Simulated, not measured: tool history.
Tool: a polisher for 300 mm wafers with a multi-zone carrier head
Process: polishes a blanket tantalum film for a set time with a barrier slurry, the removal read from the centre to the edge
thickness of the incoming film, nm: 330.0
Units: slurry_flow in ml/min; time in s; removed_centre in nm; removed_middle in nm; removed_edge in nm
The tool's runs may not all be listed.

| run | hour | slurry_flow | centre_zone | middle_zone | edge_zone | slurry_solids | time | removed_centre | removed_middle | removed_edge |
|---|---|---|---|---|---|---|---|---|---|---|
| 1 | 0.0 | 200 | 1.00 | 1.00 | 1.00 | 1.00 | 71 | 92.721 | 92.874 | 91.344 |
| 2 | 1.3 | 200 | 1.05 | 1.00 | 1.00 | 1.00 | 71 | 99.667 | 90.519 | 92.513 |
| 3 | 3.3 | 225 | 1.05 | 1.00 | 1.00 | 1.00 | 71 | 101.170 | 93.965 | 92.382 |
| 4 | 6.3 | 225 | 1.06 | 1.01 | 1.01 | 1.05 | 73 | 103.570 | 100.770 | 96.958 |
| 5 | 11.1 | 225 | 1.01 | 1.01 | 1.01 | 1.05 | 73 | 100.990 | 98.977 | 96.879 |
| 6 | 15.0 | 225 | 1.01 | 1.06 | 1.01 | 1.05 | 73 | 100.320 | 104.750 | 97.726 |
| 7 | 22.3 | 225 | 1.03 | 1.06 | 1.02 | 1.10 | 75 | 105.500 | 109.120 | 100.710 |

Forecast run 8:
| 8 | 24.9 | 255 | 1.12 | 1.01 | 1.11 | 1.35 | 93 | ? | ? | ? |

Run 8 gave removed_centre 156.800 nm, removed_middle 140.730 nm, removed_edge 138.260 nm.

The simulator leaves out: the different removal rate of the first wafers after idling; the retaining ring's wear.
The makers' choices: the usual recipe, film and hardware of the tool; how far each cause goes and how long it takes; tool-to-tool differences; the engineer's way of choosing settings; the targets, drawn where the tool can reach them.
